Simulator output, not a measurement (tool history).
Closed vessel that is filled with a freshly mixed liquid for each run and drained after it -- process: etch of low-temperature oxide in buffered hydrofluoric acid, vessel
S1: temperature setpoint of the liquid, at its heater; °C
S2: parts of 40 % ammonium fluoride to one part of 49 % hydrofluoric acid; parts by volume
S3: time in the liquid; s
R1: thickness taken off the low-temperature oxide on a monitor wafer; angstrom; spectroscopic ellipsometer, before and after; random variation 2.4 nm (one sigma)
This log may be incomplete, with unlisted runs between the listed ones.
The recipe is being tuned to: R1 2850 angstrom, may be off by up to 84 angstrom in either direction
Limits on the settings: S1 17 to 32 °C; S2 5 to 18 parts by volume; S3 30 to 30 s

run  hour    S1   S2  S3      R1
  1     0    24   11  30  1183.6
  2   8.7  26.5   11  30  1351.9
  3  12.2    28  9.5  30  1671.7
  4  16.2    28    7  30  2233.4
  5  20.3    28   10  30  1629.7
  6  22.2    28   10  30  1586.4
  7  29.4    29    9  30  1793.7
  8  33.3    30    8  30    2186
  9  37.8  30.5  7.5  30  2398.6
 10  38.9    31    7  30  2627.1
 11  42.2  31.5    7  30    2678

Next run, 5 choices. One meets every target within its allowed miss, the rest don't. Which?
  A  45.5  30.5    7  30   ?
  B  45.5  28.5    6  30   ?
  C  45.5    31    7  30   ?
  D  45.5    32  7.5  30   ?
  E  45.5    31  6.5  30   ?

move      R1
   A  2604.7
   B  2679.7
   C  2673.5
   D    2614
   E  2850.7
A: lands further from the targets than the last run did
B: no nearer and no further than the last run
C: no nearer and no further than the last run
D: lands further from the targets than the last run did
E: meets every target
Move E is the one to make.

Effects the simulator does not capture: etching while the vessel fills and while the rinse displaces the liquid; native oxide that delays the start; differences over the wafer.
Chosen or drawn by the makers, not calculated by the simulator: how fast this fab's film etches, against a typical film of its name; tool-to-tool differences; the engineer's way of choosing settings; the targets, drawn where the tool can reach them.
